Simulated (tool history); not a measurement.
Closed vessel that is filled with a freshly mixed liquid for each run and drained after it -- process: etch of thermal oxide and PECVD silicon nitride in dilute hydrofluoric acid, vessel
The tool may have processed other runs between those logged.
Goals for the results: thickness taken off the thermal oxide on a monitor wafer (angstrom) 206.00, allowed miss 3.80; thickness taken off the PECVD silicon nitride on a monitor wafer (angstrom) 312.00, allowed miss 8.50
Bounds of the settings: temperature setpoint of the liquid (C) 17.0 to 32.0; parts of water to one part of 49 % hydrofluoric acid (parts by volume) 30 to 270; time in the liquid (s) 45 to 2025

run	hour	temperature setpoint of the liquid (C)	parts of water to one part of 49 % hydrofluoric acid (parts by volume)	time in the liquid (s)	thickness taken off the thermal oxide on a monitor wafer (angstrom)	thickness taken off the PECVD silicon nitride on a monitor wafer (angstrom)
1	0.0	24.0	150	1035	313.19	410.87
2	0.5	24.5	165	1065	292.91	399.69
3	6.9	24.5	215	1065	213.77	305.40
4	14.6	27.0	215	1065	233.09	356.51
5	21.0	27.0	215	1485	322.51	493.29
6	23.7	27.0	215	1160	252.92	387.42
7	27.4	25.0	240	1215	215.09	323.56
8	31.4	25.0	240	1220	218.11	322.97
9	32.8	25.0	245	1225	211.79	316.68

5 next moves are on the table. One of them brings every result within its allowed miss. Which?
A	34.2	24.0	245	1300	?	?
B	34.2	23.0	255	1425	?	?
C	34.2	25.5	235	1110	?	?
D	34.2	24.0	240	1255	?	?
E	34.2	24.5	245	1270	?	?

move	thickness taken off the thermal oxide on a monitor wafer (angstrom)	thickness taken off the PECVD silicon nitride on a monitor wafer (angstrom)
A	217.62	318.82
B	218.86	315.62
C	206.53	311.33
D	215.56	314.13
E	216.43	321.28
A: moves away from the targets compared with the last run
B: moves away from the targets compared with the last run
C: meets every target
D: moves away from the targets compared with the last run
E: moves away from the targets compared with the last run
The move that meets every target is C.
